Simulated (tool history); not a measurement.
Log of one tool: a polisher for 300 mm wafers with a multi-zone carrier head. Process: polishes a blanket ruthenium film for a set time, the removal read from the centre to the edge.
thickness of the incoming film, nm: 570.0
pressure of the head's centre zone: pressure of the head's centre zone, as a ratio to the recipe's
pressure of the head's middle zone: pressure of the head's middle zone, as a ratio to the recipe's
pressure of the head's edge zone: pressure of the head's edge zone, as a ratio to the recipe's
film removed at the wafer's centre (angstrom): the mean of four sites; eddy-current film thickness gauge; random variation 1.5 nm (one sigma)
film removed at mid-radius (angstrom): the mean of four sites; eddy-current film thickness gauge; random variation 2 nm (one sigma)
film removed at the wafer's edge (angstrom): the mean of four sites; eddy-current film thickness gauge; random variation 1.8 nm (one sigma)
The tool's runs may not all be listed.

run	day	flow of slurry (ml/min)	pressure of the head's centre zone	pressure of the head's middle zone	pressure of the head's edge zone	polishing time (s)	film removed at the wafer's centre (angstrom)	film removed at mid-radius (angstrom)	film removed at the wafer's edge (angstrom)
1	0	180	1	1	1	77	1398.5	1568.7	1613.9
2	0.117	220	1	1	1	77	1472.2	1678.1	1648.8
3	0.154	220	1	1.03	1	77	1477.5	1662	1648.6
4	0.338	220	1	1.06	1	77	1479	1695.4	1657.5
5	0.675	220	1	1.11	1	77	1467.7	1725.6	1647.8
6	0.738	220	1	1.09	1.02	78	1479.9	1734.2	1662.6
7	1.088	215	0.99	1.06	1.04	80	1521.3	1777.5	1717.1
8	1.317	200	0.98	1.03	1.04	82	1498.9	1717.7	1788.8
9	1.358	205	0.98	1.02	1.06	83	1530.8	1791.9	1813.2
10	1.658	200	0.98	1	1.07	84	1558.3	1777.8	1827.9
11	1.704	200	0.97	0.98	1.08	85	1536.2	1740.6	1865.2
12	2.038	205	0.97	0.97	1.09	86	1580.6	1737.3	1915.1

Run 13 comes next. What will it give?
13	2.412	210	0.97	0.97	1.1	86	?	?	?

film removed at the wafer's centre (angstrom): 1558.1
film removed at mid-radius (angstrom): 1775.2
film removed at the wafer's edge (angstrom): 1933.2

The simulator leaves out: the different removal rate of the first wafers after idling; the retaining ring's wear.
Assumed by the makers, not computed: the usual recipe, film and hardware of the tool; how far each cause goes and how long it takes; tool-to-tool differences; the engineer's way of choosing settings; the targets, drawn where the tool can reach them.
